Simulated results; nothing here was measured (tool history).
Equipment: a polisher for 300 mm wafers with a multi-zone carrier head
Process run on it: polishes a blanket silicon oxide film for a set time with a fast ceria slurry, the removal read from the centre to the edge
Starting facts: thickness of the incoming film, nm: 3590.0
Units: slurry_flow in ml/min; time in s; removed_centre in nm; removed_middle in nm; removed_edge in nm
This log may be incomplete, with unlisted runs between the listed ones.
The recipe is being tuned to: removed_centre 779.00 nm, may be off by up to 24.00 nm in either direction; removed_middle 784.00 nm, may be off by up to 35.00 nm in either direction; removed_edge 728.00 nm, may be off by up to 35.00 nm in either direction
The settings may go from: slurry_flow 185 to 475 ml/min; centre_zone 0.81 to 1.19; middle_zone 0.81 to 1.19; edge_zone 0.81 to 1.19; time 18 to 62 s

{"run": 1, "hour": 0.0, "slurry_flow": 305, "centre_zone": 1.0, "middle_zone": 1.0, "edge_zone": 1.0, "time": 40, "removed_centre": 682.54, "removed_middle": 688.17, "removed_edge": 709.26}
{"run": 2, "hour": 5.2, "slurry_flow": 305, "centre_zone": 1.0, "middle_zone": 1.0, "edge_zone": 1.07, "time": 40, "removed_centre": 679.73, "removed_middle": 693.05, "removed_edge": 718.07}
{"run": 3, "hour": 6.9, "slurry_flow": 305, "centre_zone": 1.0, "middle_zone": 1.0, "edge_zone": 1.07, "time": 33, "removed_centre": 564.75, "removed_middle": 562.22, "removed_edge": 587.2}
{"run": 4, "hour": 11.3, "slurry_flow": 310, "centre_zone": 1.02, "middle_zone": 1.03, "edge_zone": 1.07, "time": 35, "removed_centre": 604.95, "removed_middle": 629.4, "removed_edge": 622.97}
{"run": 5, "hour": 13.2, "slurry_flow": 310, "centre_zone": 1.02, "middle_zone": 1.03, "edge_zone": 1.14, "time": 35, "removed_centre": 609.54, "removed_middle": 608.73, "removed_edge": 643.28}
{"run": 6, "hour": 15.3, "slurry_flow": 280, "centre_zone": 1.02, "middle_zone": 1.03, "edge_zone": 1.14, "time": 35, "removed_centre": 593.36, "removed_middle": 603.25, "removed_edge": 644.13}
{"run": 7, "hour": 16.5, "slurry_flow": 290, "centre_zone": 1.05, "middle_zone": 1.05, "edge_zone": 1.14, "time": 36, "removed_centre": 636.08, "removed_middle": 631.75, "removed_edge": 659.22}
{"run": 8, "hour": 20.1, "slurry_flow": 300, "centre_zone": 1.07, "middle_zone": 1.07, "edge_zone": 1.14, "time": 37, "removed_centre": 668.1, "removed_middle": 648.36, "removed_edge": 694.51}
{"run": 9, "hour": 26.4, "slurry_flow": 320, "centre_zone": 1.08, "middle_zone": 1.1, "edge_zone": 1.1, "time": 38, "removed_centre": 698.53, "removed_middle": 711.12, "removed_edge": 708.71}
{"run": 10, "hour": 29.0, "slurry_flow": 335, "centre_zone": 1.1, "middle_zone": 1.11, "edge_zone": 1.09, "time": 38, "removed_centre": 714.43, "removed_middle": 701.34, "removed_edge": 677.34}

Of the 5 settings listed for the next run, only one would bring every result within its allowed miss of target. Which one?
{"run": "A", "hour": 31.6, "slurry_flow": 305, "centre_zone": 1.07, "middle_zone": 1.08, "edge_zone": 1.07, "time": 40, "removed_centre": "?", "removed_middle": "?", "removed_edge": "?"}
{"run": "B", "hour": 31.6, "slurry_flow": 350, "centre_zone": 1.13, "middle_zone": 1.12, "edge_zone": 1.01, "time": 38, "removed_centre": "?", "removed_middle": "?", "removed_edge": "?"}
{"run": "C", "hour": 31.6, "slurry_flow": 310, "centre_zone": 1.06, "middle_zone": 1.19, "edge_zone": 1.07, "time": 40, "removed_centre": "?", "removed_middle": "?", "removed_edge": "?"}
{"run": "D", "hour": 31.6, "slurry_flow": 335, "centre_zone": 1.11, "middle_zone": 1.15, "edge_zone": 1.03, "time": 41, "removed_centre": "?", "removed_middle": "?", "removed_edge": "?"}
{"run": "E", "hour": 31.6, "slurry_flow": 305, "centre_zone": 1.02, "middle_zone": 1.13, "edge_zone": 1.02, "time": 42, "removed_centre": "?", "removed_middle": "?", "removed_edge": "?"}

move=A removed_centre=724.03 removed_middle=720.06 removed_edge=720.57
move=B removed_centre=732.07 removed_middle=708.39 removed_edge=671.89
move=C removed_centre=719.38 removed_middle=769.30 removed_edge=720.52
move=D removed_centre=774.27 removed_middle=775.32 removed_edge=729.36
move=E removed_centre=728.05 removed_middle=779.28 removed_edge=739.58
A: an improvement on the last run, though not all results are within tolerance
B: an improvement on the last run, though not all results are within tolerance
C: an improvement on the last run, though not all results are within tolerance
D: meets every target
E: an improvement on the last run, though not all results are within tolerance
Answer: D
